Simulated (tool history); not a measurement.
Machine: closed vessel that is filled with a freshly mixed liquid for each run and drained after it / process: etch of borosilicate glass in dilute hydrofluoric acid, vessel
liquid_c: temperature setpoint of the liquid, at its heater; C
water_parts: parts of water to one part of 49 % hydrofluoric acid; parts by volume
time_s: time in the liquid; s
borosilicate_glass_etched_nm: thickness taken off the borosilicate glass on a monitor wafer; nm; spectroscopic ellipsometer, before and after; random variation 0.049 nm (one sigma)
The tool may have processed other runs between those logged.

run 1 hour=0 | liquid_c=24 water_parts=215 time_s=30 | borosilicate_glass_etched_nm=5.9214
run 2 hour=4 | liquid_c=24 water_parts=285 time_s=30 | borosilicate_glass_etched_nm=4.2409
run 3 hour=11.2 | liquid_c=25.5 water_parts=285 time_s=30 | borosilicate_glass_etched_nm=4.4673
run 4 hour=18.5 | liquid_c=25.5 water_parts=360 time_s=30 | borosilicate_glass_etched_nm=3.3172
run 5 hour=20.3 | liquid_c=27 water_parts=345 time_s=30 | borosilicate_glass_etched_nm=3.6619
run 6 hour=29.2 | liquid_c=28 water_parts=335 time_s=30 | borosilicate_glass_etched_nm=3.8532
run 7 hour=35.6 | liquid_c=28.5 water_parts=320 time_s=30 | borosilicate_glass_etched_nm=4.279
run 8 hour=41.7 | liquid_c=29 water_parts=315 time_s=30 | borosilicate_glass_etched_nm=4.4235
run 9 hour=44.4 | liquid_c=29.5 water_parts=310 time_s=30 | borosilicate_glass_etched_nm=4.6255

Run 10 has not been measured yet. What should we expect?
run 10 hour=45.8 | liquid_c=30 water_parts=305 time_s=30 | borosilicate_glass_etched_nm=?

{"run 10": {"borosilicate_glass_etched_nm": 4.7936}}
